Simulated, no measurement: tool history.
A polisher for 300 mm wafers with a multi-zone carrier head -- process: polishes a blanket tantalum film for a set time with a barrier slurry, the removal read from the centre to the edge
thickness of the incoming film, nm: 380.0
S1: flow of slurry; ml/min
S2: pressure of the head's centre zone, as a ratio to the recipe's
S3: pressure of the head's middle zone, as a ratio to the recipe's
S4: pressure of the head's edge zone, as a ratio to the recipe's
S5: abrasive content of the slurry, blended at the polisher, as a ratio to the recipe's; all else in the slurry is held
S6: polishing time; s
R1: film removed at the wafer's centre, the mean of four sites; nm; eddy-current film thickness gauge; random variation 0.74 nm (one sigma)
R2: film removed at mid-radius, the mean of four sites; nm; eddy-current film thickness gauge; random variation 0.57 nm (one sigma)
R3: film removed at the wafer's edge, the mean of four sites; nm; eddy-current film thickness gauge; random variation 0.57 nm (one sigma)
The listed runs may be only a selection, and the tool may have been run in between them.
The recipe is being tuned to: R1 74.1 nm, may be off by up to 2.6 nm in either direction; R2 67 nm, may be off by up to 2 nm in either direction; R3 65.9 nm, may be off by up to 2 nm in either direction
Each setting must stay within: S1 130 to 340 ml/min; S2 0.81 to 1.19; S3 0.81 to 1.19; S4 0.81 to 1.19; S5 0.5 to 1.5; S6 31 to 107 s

run	day	S1	S2	S3	S4	S5	S6	R1	R2	R3
1	0	220	1	1	1	1	69	56.525	57.464	55.192
2	0.279	225	1.02	1.01	1.02	1.05	69	59.458	58.742	55.885
3	0.504	225	1.02	1.01	1.03	1.1	69	59.411	59.107	58.188
4	0.542	230	1.03	1.02	1.04	1.1	69	60.258	59.656	57.652
5	0.904	230	1.03	1.02	1.04	1.25	69	62.552	61.164	60.927
6	1.075	255	1.03	1.02	1.04	1.25	69	62.927	62.704	60.187
7	1.217	255	1.03	1.02	1.04	1.25	69	63.056	62.476	61.188
8	1.512	260	1.04	1.02	1.05	1.25	69	63.37	62.539	60.553
9	1.842	260	1.04	1.02	1.05	1.25	69	64.288	62.757	62.12
10	1.896	265	1.05	1.02	1.05	1.25	69	64.411	62.394	61.112
11	1.933	265	1.06	1.03	1.06	1.25	69	65.178	62.388	61.237
# day 2.271: worn pad replaced by a new one
12	2.271	265	1.07	1.04	1.06	1.25	69	70.816	68.87	65.88

5 next moves are on the table. One of them brings every result within its allowed miss. Which?
A	2.608	245	1.08	0.96	1.08	1.45	71	?	?	?
B	2.608	290	1.05	1.01	1.07	1.3	73	?	?	?
C	2.608	260	1.15	0.91	1.06	1.2	73	?	?	?
D	2.608	215	1.15	1.03	1.07	1.3	68	?	?	?
E	2.608	170	1.09	1.17	1.12	1.1	71	?	?	?

move	R1	R2	R3
A	75.105	67.95	71.029
B	74.713	72.197	71.68
C	78.659	64.29	69.557
D	73.281	66.463	65.378
E	68.045	72.329	65.645
A: the worst result of the last run now meets its target, but another is out of spec
B: the worst result of the last run now meets its target, but another is out of spec
C: pushes the last run's worst result past its target
D: all results in spec
E: further off than the last run
Answer: D
